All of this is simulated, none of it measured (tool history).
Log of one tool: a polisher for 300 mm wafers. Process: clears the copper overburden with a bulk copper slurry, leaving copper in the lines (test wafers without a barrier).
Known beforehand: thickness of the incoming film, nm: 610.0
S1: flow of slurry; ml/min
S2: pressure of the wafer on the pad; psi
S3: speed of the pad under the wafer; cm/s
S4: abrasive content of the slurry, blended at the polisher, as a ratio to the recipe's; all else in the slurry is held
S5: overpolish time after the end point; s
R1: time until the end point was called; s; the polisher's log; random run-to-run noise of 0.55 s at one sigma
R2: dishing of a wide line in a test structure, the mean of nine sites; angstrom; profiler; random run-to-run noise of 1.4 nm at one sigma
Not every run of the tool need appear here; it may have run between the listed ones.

run,day,S1,S2,S3,S4,S5,R1,R2
1,0,140,2.7,112,1,15,56.182,785.66
2,0.312,140,2.7,112,1,19,56.744,870.5
3,0.508,140,2.7,112,0.8,19,59.535,857.93
4,0.617,145,2.9,114,0.8,17,54.834,859.72
5,0.796,145,3.1,116,0.8,15,49.91,814.36
6,0.946,145,3.3,116,0.8,15,48.642,846.96
7,1.262,145,3.4,118,0.8,14,47.705,839.34
8,1.333,160,4.1,134,0.8,9,36.099,756.47
9,1.704,160,4,136,0.8,10,36.176,832.87
10,1.775,160,4,138,0.8,10,35.884,820.55

The next listed run, before its measurement:
11,1.808,160,4,140,0.8,10,?,?

{"run 11": {"R1": 35.438, "R2": 839.52}}
